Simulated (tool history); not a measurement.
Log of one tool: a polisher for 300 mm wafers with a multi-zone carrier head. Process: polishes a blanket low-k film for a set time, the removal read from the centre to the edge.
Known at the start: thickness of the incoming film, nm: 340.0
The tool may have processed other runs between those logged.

run	hour	flow of slurry (ml/min)	pressure of the head's centre zone	pressure of the head's middle zone	pressure of the head's edge zone	abrasive content of the slurry	polishing time (s)	film removed at the wafer's centre (angstrom)	film removed at mid-radius (angstrom)	film removed at the wafer's edge (angstrom)
1	0	315	1	1	1	1	63	306.17	328.08	336.99
2	6.9	260	1	1	1	1	63	297.49	322.57	329.92
3	13.1	255	1	1	0.97	1	63	300.35	325.06	324.48
4	14.9	250	0.99	1	0.95	0.95	63	289.39	314.8	324.67
5	22.2	250	0.99	1.06	0.95	0.95	63	292.58	333.43	309.94
6	26.6	250	0.99	1	0.95	0.95	63	295.26	313.71	318.44
7	31.9	245	0.99	1.01	0.94	0.9	63	289.48	315.91	308.46
8	35.4	240	0.99	1.01	0.93	0.85	63	275.98	310.3	306.33

Run 9 comes next. What will it give?
9	38.3	240	1	1.02	0.92	0.85	63	?	?	?

film removed at the wafer's centre (angstrom): 277.06
film removed at mid-radius (angstrom): 310.11
film removed at the wafer's edge (angstrom): 305.13
